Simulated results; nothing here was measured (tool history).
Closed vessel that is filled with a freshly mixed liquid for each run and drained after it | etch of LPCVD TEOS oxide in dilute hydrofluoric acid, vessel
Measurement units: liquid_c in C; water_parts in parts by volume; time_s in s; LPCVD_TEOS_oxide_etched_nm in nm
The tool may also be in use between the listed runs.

run 1 hour=0.0 | liquid_c=23.0 water_parts=70 time_s=100 | LPCVD_TEOS_oxide_etched_nm=40.298
run 2 hour=5.9 | liquid_c=21.5 water_parts=75 time_s=100 | LPCVD_TEOS_oxide_etched_nm=34.268
run 3 hour=9.9 | liquid_c=21.5 water_parts=95 time_s=100 | LPCVD_TEOS_oxide_etched_nm=26.421
run 4 hour=10.8 | liquid_c=21.5 water_parts=95 time_s=105 | LPCVD_TEOS_oxide_etched_nm=28.095
run 5 hour=20.1 | liquid_c=20.5 water_parts=95 time_s=105 | LPCVD_TEOS_oxide_etched_nm=27.247
run 6 hour=27.3 | liquid_c=19.5 water_parts=95 time_s=105 | LPCVD_TEOS_oxide_etched_nm=26.148
run 7 hour=32.6 | liquid_c=19.0 water_parts=95 time_s=105 | LPCVD_TEOS_oxide_etched_nm=25.729

Run 8, settings as shown, results not yet in. Your forecast:
run 8 hour=40.7 | liquid_c=18.5 water_parts=95 time_s=105 | LPCVD_TEOS_oxide_etched_nm=?

{"run 8": {"LPCVD_TEOS_oxide_etched_nm": 24.947}}
